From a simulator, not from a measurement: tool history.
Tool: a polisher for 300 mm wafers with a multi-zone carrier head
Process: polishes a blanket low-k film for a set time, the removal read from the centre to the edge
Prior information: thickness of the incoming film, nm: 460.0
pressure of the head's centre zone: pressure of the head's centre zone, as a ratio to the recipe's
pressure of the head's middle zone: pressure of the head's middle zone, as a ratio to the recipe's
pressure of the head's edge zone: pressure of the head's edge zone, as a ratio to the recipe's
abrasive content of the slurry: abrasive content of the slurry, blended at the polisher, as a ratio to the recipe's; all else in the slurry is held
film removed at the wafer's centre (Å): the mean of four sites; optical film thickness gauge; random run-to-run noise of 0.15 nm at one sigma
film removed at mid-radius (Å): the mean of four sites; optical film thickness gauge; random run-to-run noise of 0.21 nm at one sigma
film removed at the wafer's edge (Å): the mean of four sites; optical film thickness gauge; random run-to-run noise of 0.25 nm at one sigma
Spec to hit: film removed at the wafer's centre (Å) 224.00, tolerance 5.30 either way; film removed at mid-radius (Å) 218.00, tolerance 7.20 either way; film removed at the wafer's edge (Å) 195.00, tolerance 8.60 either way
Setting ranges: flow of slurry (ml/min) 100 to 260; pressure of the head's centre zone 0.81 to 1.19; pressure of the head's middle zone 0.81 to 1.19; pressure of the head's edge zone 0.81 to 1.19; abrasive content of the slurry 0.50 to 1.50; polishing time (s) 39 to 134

run,hour,flow of slurry (ml/min),pressure of the head's centre zone,pressure of the head's middle zone,pressure of the head's edge zone,abrasive content of the slurry,polishing time (s),film removed at the wafer's centre (Å),film removed at mid-radius (Å),film removed at the wafer's edge (Å)
1,0.0,165,1.00,1.00,1.00,1.00,86,356.07,354.85,356.37
2,1.5,170,1.01,1.00,0.95,0.85,78,305.22,299.38,284.46
3,3.4,170,1.01,1.00,0.95,0.75,78,285.53,285.20,274.92
4,7.8,170,1.09,1.00,0.95,0.75,78,307.79,284.40,273.03
5,11.2,170,1.07,0.99,0.91,0.65,75,270.26,251.47,244.46
6,15.0,170,1.07,1.01,0.88,0.60,73,250.48,243.08,224.38
7,17.3,125,1.09,0.99,0.81,0.50,73,210.88,197.15,189.38
8,22.1,135,1.09,1.00,0.81,0.50,73,220.92,206.28,188.45
9,27.2,140,1.08,1.01,0.82,0.50,73,218.66,207.35,188.17
10,35.0,145,1.07,1.01,0.83,0.50,73,218.44,209.35,185.93
11,39.1,150,1.06,1.01,0.85,0.50,73,219.11,209.38,197.65

Which of these 4 next moves meets every target?
A,43.2,120,1.15,0.94,0.86,0.50,76,?,?,?
B,43.2,115,1.12,0.96,0.90,0.70,63,?,?,?
C,43.2,210,1.08,1.06,0.91,0.80,53,?,?,?
D,43.2,160,1.09,0.99,0.86,0.50,72,?,?,?

move,film removed at the wafer's centre (Å),film removed at mid-radius (Å),film removed at the wafer's edge (Å)
A,231.61,197.32,195.34
B,221.63,197.32,196.52
C,221.75,217.13,194.14
D,224.57,208.05,194.07
A: the biggest miss grows against the last run
B: the biggest miss grows against the last run
C: meets every target
D: the biggest miss grows against the last run
Go with C: it meets all targets.
